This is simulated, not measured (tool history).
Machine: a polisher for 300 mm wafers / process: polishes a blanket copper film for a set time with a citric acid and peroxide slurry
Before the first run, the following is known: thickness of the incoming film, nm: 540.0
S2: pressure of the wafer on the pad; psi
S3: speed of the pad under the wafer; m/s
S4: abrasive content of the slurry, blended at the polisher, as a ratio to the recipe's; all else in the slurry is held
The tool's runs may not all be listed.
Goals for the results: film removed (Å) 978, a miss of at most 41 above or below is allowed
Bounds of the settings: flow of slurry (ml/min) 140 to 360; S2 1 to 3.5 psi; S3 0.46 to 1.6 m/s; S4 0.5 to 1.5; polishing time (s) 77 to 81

run 1 hour=0 | flow_of_slurry_(ml/min)=230 S2=2.2 S3=1.02 S4=1 polishing_time_(s)=77 | film_removed_(Å)=1423.2
run 2 hour=8.4 | flow_of_slurry_(ml/min)=230 S2=2.2 S3=1.02 S4=1.2 polishing_time_(s)=77 | film_removed_(Å)=1490.6
run 3 hour=16.3 | flow_of_slurry_(ml/min)=230 S2=2 S3=1.02 S4=1.2 polishing_time_(s)=77 | film_removed_(Å)=1399
run 4 hour=17.6 | flow_of_slurry_(ml/min)=230 S2=2 S3=0.9 S4=1.2 polishing_time_(s)=77 | film_removed_(Å)=1245.1
run 5 hour=18.6 | flow_of_slurry_(ml/min)=230 S2=1.9 S3=0.9 S4=1.2 polishing_time_(s)=77 | film_removed_(Å)=1202.3
run 6 hour=26 | flow_of_slurry_(ml/min)=230 S2=1.9 S3=1.14 S4=1.2 polishing_time_(s)=77 | film_removed_(Å)=1509.8
run 7 hour=28.7 | flow_of_slurry_(ml/min)=230 S2=1.7 S3=1.12 S4=1.2 polishing_time_(s)=77 | film_removed_(Å)=1374.7
run 8 hour=36.8 | flow_of_slurry_(ml/min)=230 S2=1.5 S3=1.1 S4=1.2 polishing_time_(s)=77 | film_removed_(Å)=1223.5
run 9 hour=40.9 | flow_of_slurry_(ml/min)=230 S2=1.4 S3=1.1 S4=1.2 polishing_time_(s)=77 | film_removed_(Å)=1140.4
run 10 hour=41.9 | flow_of_slurry_(ml/min)=230 S2=1.3 S3=1.1 S4=1.2 polishing_time_(s)=77 | film_removed_(Å)=1120.3
run 11 hour=44.6 | flow_of_slurry_(ml/min)=230 S2=1.2 S3=1.1 S4=1.2 polishing_time_(s)=77 | film_removed_(Å)=1035.5

4 next moves are on the table. One of them brings every result within its allowed miss. Which?
run A hour=47.3 | flow_of_slurry_(ml/min)=255 S2=1.7 S3=0.74 S4=1.15 polishing_time_(s)=77 | film_removed_(Å)=?
run B hour=47.3 | flow_of_slurry_(ml/min)=215 S2=1 S3=1.18 S4=1.15 polishing_time_(s)=77 | film_removed_(Å)=?
run C hour=47.3 | flow_of_slurry_(ml/min)=230 S2=1.2 S3=1.16 S4=1.4 polishing_time_(s)=79 | film_removed_(Å)=?
run D hour=47.3 | flow_of_slurry_(ml/min)=185 S2=1.1 S3=1 S4=1.25 polishing_time_(s)=79 | film_removed_(Å)=?

move=A film_removed_(Å)=916.22
move=B film_removed_(Å)=977.31
move=C film_removed_(Å)=1180.7
move=D film_removed_(Å)=916.25
A: takes the biggest miss from the last run beyond its target
B: every result within its allowed miss
C: moves away from the targets compared with the last run
D: takes the biggest miss from the last run beyond its target
B is the move that brings every result within its allowed miss.
